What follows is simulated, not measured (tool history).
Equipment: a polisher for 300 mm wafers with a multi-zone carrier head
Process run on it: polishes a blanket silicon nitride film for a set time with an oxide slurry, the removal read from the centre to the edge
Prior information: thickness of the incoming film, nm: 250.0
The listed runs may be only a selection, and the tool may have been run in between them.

run	hour	flow of slurry (ml/min)	pressure of the head's centre zone	pressure of the head's middle zone	pressure of the head's edge zone	abrasive content of the slurry	polishing time (s)	film removed at the wafer's centre (angstrom)	film removed at mid-radius (angstrom)	film removed at the wafer's edge (angstrom)
1	0.0	205	1.00	1.00	1.00	1.00	75	434.29	436.34	433.79
2	3.2	205	1.00	1.00	0.98	0.95	75	427.55	431.29	421.18
3	6.9	205	1.00	1.00	0.98	0.80	75	396.39	391.56	386.05
4	7.8	205	1.00	1.00	0.96	0.80	75	391.91	392.40	373.76
5	9.4	200	1.00	0.99	0.95	0.80	75	397.87	388.92	373.11
6	15.8	195	0.99	0.98	0.94	0.80	75	388.49	392.78	377.81
7	21.9	195	0.99	0.98	0.93	0.75	75	384.07	370.91	360.47
8	28.6	195	0.99	0.98	0.92	0.75	75	382.91	375.24	355.97

Run 9, settings as shown, results not yet in. Your forecast:
9	37.0	195	0.99	0.98	0.91	0.75	75	?	?	?

{"run 9": {"film removed at the wafer's centre (angstrom)": 378.35, "film removed at mid-radius (angstrom)": 367.19, "film removed at the wafer's edge (angstrom)": 362.81}}
